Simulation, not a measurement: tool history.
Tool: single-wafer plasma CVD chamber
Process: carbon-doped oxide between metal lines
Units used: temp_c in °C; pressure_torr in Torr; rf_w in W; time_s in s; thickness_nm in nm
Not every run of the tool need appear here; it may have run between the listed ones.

run,day,temp_c,pressure_torr,rf_w,time_s,thickness_nm
1,0.000,345,5.93,380,16.4,70.244
2,0.188,345,6.77,380,16.4,71.127
3,0.283,352,6.77,380,16.4,69.863
4,0.567,352,6.74,375,16.4,69.168
5,0.758,352,6.71,370,16.4,68.271
6,1.012,352,7.31,370,16.4,69.465
7,1.042,352,7.25,365,16.4,68.086

Run 8 has not been measured yet. What should we expect?
8,1.283,352,7.23,360,16.4,?

{"run 8": {"thickness_nm": 68.496}}

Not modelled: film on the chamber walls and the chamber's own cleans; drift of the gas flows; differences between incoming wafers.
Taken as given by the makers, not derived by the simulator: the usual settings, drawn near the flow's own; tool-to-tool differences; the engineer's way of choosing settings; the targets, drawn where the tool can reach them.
